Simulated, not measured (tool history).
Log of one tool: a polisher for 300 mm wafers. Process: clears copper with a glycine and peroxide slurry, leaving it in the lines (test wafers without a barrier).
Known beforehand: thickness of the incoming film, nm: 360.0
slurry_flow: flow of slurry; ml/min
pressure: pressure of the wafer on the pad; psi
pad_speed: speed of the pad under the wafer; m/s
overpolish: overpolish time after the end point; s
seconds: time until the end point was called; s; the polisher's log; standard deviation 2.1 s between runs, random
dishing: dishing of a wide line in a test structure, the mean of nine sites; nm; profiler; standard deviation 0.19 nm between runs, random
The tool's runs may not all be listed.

run	hour	slurry_flow	pressure	pad_speed	overpolish	seconds	dishing
1	0.0	135	1.8	0.94	23	103.86	43.738
2	5.8	120	1.5	0.90	18	123.49	32.655
3	9.1	125	1.3	0.84	15	136.22	25.190
4	10.4	125	1.4	0.84	15	134.38	25.479
5	13.6	140	1.3	0.76	13	140.80	22.255
6	15.5	140	1.3	0.76	8	141.54	13.494
7	22.1	135	1.2	0.74	8	154.72	12.859

Run 8 has not been measured yet. What should we expect?
8	23.8	125	1.2	0.74	8	?	?

{"run 8": {"seconds": 156.58, "dishing": 12.977}}
